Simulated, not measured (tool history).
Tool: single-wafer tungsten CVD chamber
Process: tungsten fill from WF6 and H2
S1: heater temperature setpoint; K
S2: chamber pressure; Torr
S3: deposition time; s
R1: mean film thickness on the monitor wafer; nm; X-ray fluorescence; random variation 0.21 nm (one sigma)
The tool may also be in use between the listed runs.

| run | hour | S1 | S2 | S3 | R1 |
|---|---|---|---|---|---|
| 1 | 0 | 668.15 | 34.9 | 23.6 | 67.728 |
| 2 | 3.9 | 663.15 | 34.8 | 23.6 | 62.436 |
| 3 | 12.7 | 659.15 | 34.7 | 23.6 | 58.246 |
| 4 | 19 | 656.15 | 34.6 | 23.6 | 55.07 |
| 5 | 22.6 | 656.15 | 40.1 | 23.6 | 59.02 |
| 6 | 30.6 | 653.15 | 40 | 23.6 | 55.995 |

Forecast run 7:
| 7 | 35.6 | 651.15 | 40 | 23.6 | ? |

Run 7 gave R1 53.916 nm.
